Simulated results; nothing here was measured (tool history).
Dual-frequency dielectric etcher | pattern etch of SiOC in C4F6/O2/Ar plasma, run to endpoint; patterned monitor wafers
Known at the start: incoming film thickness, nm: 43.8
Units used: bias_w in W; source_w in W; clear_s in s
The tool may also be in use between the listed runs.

run,day,bias_w,source_w,clear_s
1,0,499,300,15.846
2,0.308,499,260,16.75
3,0.496,533,270,16.067
4,0.546,559,270,15.776
5,0.921,582,270,15.743
6,1.25,613,270,15.45
7,1.475,627,280,14.988
8,1.688,627,280,15.202

Estimate the outcome of run 9 from the log above:
9,1.738,639,290,?

clear_s: 14.595 s
